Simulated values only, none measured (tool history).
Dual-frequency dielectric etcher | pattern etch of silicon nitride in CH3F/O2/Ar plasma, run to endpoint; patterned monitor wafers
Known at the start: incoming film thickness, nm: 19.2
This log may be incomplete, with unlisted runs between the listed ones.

{"run": 1, "day": 0.0, "source power (W)": 360, "bias power (W)": 87, "endpoint time (s)": 26.865}
{"run": 2, "day": 0.371, "source power (W)": 340, "bias power (W)": 82, "endpoint time (s)": 28.563}
{"run": 3, "day": 0.588, "source power (W)": 340, "bias power (W)": 73, "endpoint time (s)": 29.837}
{"run": 4, "day": 0.904, "source power (W)": 390, "bias power (W)": 73, "endpoint time (s)": 27.536}
{"run": 5, "day": 1.075, "source power (W)": 390, "bias power (W)": 82, "endpoint time (s)": 26.201}
{"run": 6, "day": 1.179, "source power (W)": 330, "bias power (W)": 82, "endpoint time (s)": 29.105}
{"run": 7, "day": 1.408, "source power (W)": 310, "bias power (W)": 79, "endpoint time (s)": 30.827}
{"run": 8, "day": 1.712, "source power (W)": 300, "bias power (W)": 77, "endpoint time (s)": 31.649}
{"run": 9, "day": 1.783, "source power (W)": 300, "bias power (W)": 77, "endpoint time (s)": 31.802}
{"run": 10, "day": 2.025, "source power (W)": 300, "bias power (W)": 77, "endpoint time (s)": 31.778}
{"run": 11, "day": 2.312, "source power (W)": 230, "bias power (W)": 59, "endpoint time (s)": 43.623}
{"run": 12, "day": 2.667, "source power (W)": 280, "bias power (W)": 60, "endpoint time (s)": 36.722}
{"run": 13, "day": 2.825, "source power (W)": 260, "bias power (W)": 60, "endpoint time (s)": 38.921}

Run 14 is up next; what results do you expect?
{"run": 14, "day": 2.904, "source power (W)": 260, "bias power (W)": 60, "endpoint time (s)": "?"}

{"run 14": {"endpoint time (s)": 38.721}}
